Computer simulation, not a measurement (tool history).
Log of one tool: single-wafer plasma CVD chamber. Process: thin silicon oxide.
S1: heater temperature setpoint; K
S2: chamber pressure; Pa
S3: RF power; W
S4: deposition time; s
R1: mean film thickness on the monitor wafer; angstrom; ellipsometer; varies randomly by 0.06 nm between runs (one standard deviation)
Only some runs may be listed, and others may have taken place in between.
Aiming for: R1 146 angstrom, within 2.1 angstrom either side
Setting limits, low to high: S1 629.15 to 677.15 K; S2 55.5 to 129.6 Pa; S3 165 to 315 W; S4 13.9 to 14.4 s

run  hour      S1    S2   S3    S4      R1
  1     0  653.15  92.5  240  13.9  207.13
  2   6.5  653.15  84.5  240  13.9  191.68
  3  15.1  653.15  73.9  240  13.9   173.2
  4  16.5  653.15  68.9  240  13.9  164.06
  5  21.3  653.15  65.7  240  13.9   156.9
  6  26.8  653.15  55.5  240  13.9  137.43
  7  32.6  653.15  56.8  240  13.9  140.01
  8  39.1  653.15  57.7  240  13.9  142.08

Exactly one of the 5 candidate moves below puts every result within its allowed miss. Which one?
  A  45.6  651.15  55.9  240    14   ?
  B  45.6  658.15  59.3  225  13.9   ?
  C  45.6  658.15  58.1  230  14.1   ?
  D  45.6  660.15  60.7  240  13.9   ?
  E  45.6  655.15  55.5  225  14.4   ?

move      R1
   A  139.95
   B  141.42
   C  142.35
   D  147.01
   E  139.52
A: moves away from the targets compared with the last run
B: moves away from the targets compared with the last run
C: better than the last run, though not everything is in spec
D: all results in spec
E: moves away from the targets compared with the last run
D is the move that brings every result within its allowed miss.
